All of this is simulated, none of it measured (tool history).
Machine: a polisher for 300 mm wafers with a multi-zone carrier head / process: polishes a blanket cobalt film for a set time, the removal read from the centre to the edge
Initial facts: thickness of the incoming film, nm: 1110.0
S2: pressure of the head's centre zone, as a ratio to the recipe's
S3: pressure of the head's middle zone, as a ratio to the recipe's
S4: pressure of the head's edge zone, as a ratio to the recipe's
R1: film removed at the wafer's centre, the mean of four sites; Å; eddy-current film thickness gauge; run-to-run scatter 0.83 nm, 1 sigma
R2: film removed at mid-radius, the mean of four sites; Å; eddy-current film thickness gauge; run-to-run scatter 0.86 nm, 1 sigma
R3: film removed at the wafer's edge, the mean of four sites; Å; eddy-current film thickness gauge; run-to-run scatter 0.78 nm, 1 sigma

Run 1, hour 0.0: flow of slurry (ml/min) 235, S2 1.00, S3 1.00, S4 1.00, polishing time (s) 39. Result: R1 1217.0 Å, R2 1190.7 Å, R3 1182.7 Å.
Run 2, hour 5.3: flow of slurry (ml/min) 235, S2 1.00, S3 1.07, S4 1.00, polishing time (s) 39. Result: R1 1228.3 Å, R2 1245.6 Å, R3 1200.9 Å.
Run 3, hour 9.4: flow of slurry (ml/min) 180, S2 1.00, S3 1.07, S4 1.00, polishing time (s) 39. Result: R1 1168.0 Å, R2 1178.1 Å, R3 1160.6 Å.
Run 4, hour 13.6: flow of slurry (ml/min) 175, S2 0.95, S3 1.10, S4 0.94, polishing time (s) 38. Result: R1 1052.4 Å, R2 1185.2 Å, R3 1081.5 Å.
Run 5, hour 19.5: flow of slurry (ml/min) 165, S2 0.93, S3 1.11, S4 0.92, polishing time (s) 38. Result: R1 1042.6 Å, R2 1176.1 Å, R3 1072.2 Å.
Run 6, hour 25.5: flow of slurry (ml/min) 165, S2 0.93, S3 1.11, S4 0.92, polishing time (s) 46. Result: R1 1261.9 Å, R2 1433.0 Å, R3 1292.6 Å.

Estimate the outcome of run 7 from the log above:
Run 7, hour 32.0: flow of slurry (ml/min) 170, S2 0.90, S3 1.11, S4 0.89, polishing time (s) 44. Result: R1 ?, R2 ?, R3 ?.

{"run 7": {"R1": 1165.0, "R2": 1351.3, "R3": 1234.7}}
